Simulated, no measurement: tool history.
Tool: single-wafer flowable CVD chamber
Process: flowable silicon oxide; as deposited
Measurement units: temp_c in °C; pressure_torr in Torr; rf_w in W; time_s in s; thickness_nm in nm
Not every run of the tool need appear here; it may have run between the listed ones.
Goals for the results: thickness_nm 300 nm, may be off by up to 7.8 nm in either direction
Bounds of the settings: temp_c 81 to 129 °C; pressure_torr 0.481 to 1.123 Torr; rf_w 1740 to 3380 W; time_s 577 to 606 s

| run | hour | temp_c | pressure_torr | rf_w | time_s | thickness_nm |
|---|---|---|---|---|---|---|
| 1 | 0 | 105 | 0.802 | 2560 | 606 | 341.73 |
| 2 | 8.8 | 105 | 0.802 | 2560 | 606 | 342.56 |
| 3 | 11.5 | 97 | 0.802 | 2560 | 606 | 431.75 |
| 4 | 20.1 | 103 | 0.802 | 2560 | 606 | 361.86 |
| 5 | 22.9 | 103 | 0.802 | 2725 | 606 | 365.22 |
| 6 | 28.8 | 103 | 0.802 | 2725 | 606 | 364.76 |
| 7 | 34.1 | 104 | 0.802 | 2725 | 606 | 354.53 |
|  | 40.6 | RF generator calibrated |
| 8 | 40.6 | 104 | 0.802 | 2725 | 606 | 356.24 |
| 9 | 43.6 | 105 | 0.802 | 2725 | 606 | 347.28 |
| 10 | 46 | 106 | 0.802 | 2725 | 606 | 336.64 |
| 11 | 48.8 | 107 | 0.802 | 2725 | 606 | 326.36 |

5 candidate next runs follow, results not yet known. Just one meets every target within its allowed miss. Identify it.
| A | 51.6 | 107 | 0.863 | 2475 | 577 | ? |
| B | 51.6 | 106 | 0.799 | 2745 | 587 | ? |
| C | 51.6 | 105 | 0.7 | 3255 | 577 | ? |
| D | 51.6 | 105 | 0.772 | 2045 | 598 | ? |
| E | 51.6 | 107 | 0.877 | 2585 | 606 | ? |

| move | thickness_nm |
|---|---|
| A | 326.03 |
| B | 324.3 |
| C | 299.27 |
| D | 317.71 |
| E | 349.11 |
A: about as far from the targets as the last run
B: better than the last run, though not everything is in spec
C: hits every target within its allowed miss
D: better than the last run, though not everything is in spec
E: further off than the last run
C is the move that brings every result within its allowed miss.

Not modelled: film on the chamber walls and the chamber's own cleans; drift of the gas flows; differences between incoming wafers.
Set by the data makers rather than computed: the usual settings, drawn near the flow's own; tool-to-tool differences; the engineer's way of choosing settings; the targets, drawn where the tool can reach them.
